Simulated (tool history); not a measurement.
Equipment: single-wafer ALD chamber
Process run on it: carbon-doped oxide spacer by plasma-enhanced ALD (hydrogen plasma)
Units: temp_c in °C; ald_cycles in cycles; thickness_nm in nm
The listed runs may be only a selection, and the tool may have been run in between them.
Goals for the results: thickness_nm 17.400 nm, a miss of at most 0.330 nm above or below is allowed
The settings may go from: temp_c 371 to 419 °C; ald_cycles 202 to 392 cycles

{"run": 1, "hour": 0.0, "temp_c": 395, "ald_cycles": 297, "thickness_nm": 15.448}
{"run": 2, "hour": 2.5, "temp_c": 395, "ald_cycles": 300, "thickness_nm": 15.532}
{"run": 3, "hour": 6.1, "temp_c": 395, "ald_cycles": 324, "thickness_nm": 16.799}
{"run": 4, "hour": 14.1, "temp_c": 395, "ald_cycles": 353, "thickness_nm": 18.389}
{"run": 5, "hour": 19.1, "temp_c": 400, "ald_cycles": 353, "thickness_nm": 18.314}
{"run": 6, "hour": 22.5, "temp_c": 400, "ald_cycles": 351, "thickness_nm": 18.233}
{"run": 7, "hour": 31.0, "temp_c": 400, "ald_cycles": 350, "thickness_nm": 18.202}
{"run": 8, "hour": 34.3, "temp_c": 400, "ald_cycles": 349, "thickness_nm": 18.104}
{"run": 9, "hour": 35.4, "temp_c": 400, "ald_cycles": 348, "thickness_nm": 18.127}
{"run": 10, "hour": 40.3, "temp_c": 400, "ald_cycles": 347, "thickness_nm": 18.082}
{"run": 11, "hour": 44.8, "temp_c": 400, "ald_cycles": 346, "thickness_nm": 18.032}
{"run": 12, "hour": 52.0, "temp_c": 400, "ald_cycles": 345, "thickness_nm": 17.997}

Which one of the following 5 next-run settings gets every result inside its allowed miss? There is exactly one.
{"run": "A", "hour": 59.2, "temp_c": 408, "ald_cycles": 321, "thickness_nm": "?"}
{"run": "B", "hour": 59.2, "temp_c": 401, "ald_cycles": 356, "thickness_nm": "?"}
{"run": "C", "hour": 59.2, "temp_c": 399, "ald_cycles": 359, "thickness_nm": "?"}
{"run": "D", "hour": 59.2, "temp_c": 398, "ald_cycles": 325, "thickness_nm": "?"}
{"run": "E", "hour": 59.2, "temp_c": 393, "ald_cycles": 334, "thickness_nm": "?"}

move=A thickness_nm=16.509
move=B thickness_nm=18.529
move=C thickness_nm=18.685
move=D thickness_nm=16.915
move=E thickness_nm=17.383
A: takes the result that was furthest off past its target
B: the biggest miss grows against the last run
C: the biggest miss grows against the last run
D: takes the result that was furthest off past its target
E: all results in spec
Answer: E

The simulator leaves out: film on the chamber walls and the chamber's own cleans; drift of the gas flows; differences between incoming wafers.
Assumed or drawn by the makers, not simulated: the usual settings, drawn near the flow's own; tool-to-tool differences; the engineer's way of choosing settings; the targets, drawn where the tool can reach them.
